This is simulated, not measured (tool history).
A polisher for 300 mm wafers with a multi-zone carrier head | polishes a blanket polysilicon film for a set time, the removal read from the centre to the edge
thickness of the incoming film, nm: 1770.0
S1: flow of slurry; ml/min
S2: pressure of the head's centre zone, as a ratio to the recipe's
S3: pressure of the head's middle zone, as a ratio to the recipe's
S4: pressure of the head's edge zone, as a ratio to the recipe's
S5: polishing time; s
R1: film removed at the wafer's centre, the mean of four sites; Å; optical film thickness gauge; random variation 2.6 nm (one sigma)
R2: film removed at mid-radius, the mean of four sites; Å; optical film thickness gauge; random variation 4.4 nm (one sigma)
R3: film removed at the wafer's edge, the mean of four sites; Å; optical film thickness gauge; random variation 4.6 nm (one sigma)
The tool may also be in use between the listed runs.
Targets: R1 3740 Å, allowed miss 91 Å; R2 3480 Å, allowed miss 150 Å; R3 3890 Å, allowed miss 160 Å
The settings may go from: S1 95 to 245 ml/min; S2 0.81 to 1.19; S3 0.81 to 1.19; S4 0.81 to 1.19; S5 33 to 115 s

run,hour,S1,S2,S3,S4,S5,R1,R2,R3
1,0,155,1,1,1,73,2467.2,2768.8,2718.9
2,7.9,165,1.03,0.99,1.04,77,2717.9,2988.1,2933
3,11.2,165,1.03,0.91,1.04,77,2732.3,2774.6,2965
4,17.8,170,1.05,0.9,1.07,80,2897.4,2890.5,3146.7
5,23,170,1.05,0.97,1.07,80,2901.4,3143.4,3116.5
# hour 26: centre zone pressure recalibrated
6,26,175,1.07,0.94,1.09,82,3444.7,3097.8,3263.7
7,30.2,175,1.06,0.93,1.11,84,3486.3,3106.4,3403.2
8,34.2,175,1.04,0.95,1.12,86,3500.4,3270.1,3396.9
9,39.2,175,1.03,0.93,1.11,89,3591.5,3260.1,3555.1

Which of these 5 next moves meets every target?
A,44.2,190,0.97,0.88,1.09,96,?,?,?
B,44.2,150,0.93,0.81,1.13,98,?,?,?
C,44.2,240,1.17,1.16,1.05,78,?,?,?
D,44.2,185,1.02,0.83,1.04,92,?,?,?
E,44.2,135,1.19,1.02,1.17,76,?,?,?

move,R1,R2,R3
A,3741.2,3443.8,3759
B,3482.8,3144.4,3788.8
C,3817.5,3649.5,3061.6
D,3751.9,3131,3510.1
E,3375.5,2880.2,2933
A: meets every target
B: brings the result that was furthest off to its target, and leaves another outside
C: further off than the last run
D: further off than the last run
E: further off than the last run
Move A is the one to make.

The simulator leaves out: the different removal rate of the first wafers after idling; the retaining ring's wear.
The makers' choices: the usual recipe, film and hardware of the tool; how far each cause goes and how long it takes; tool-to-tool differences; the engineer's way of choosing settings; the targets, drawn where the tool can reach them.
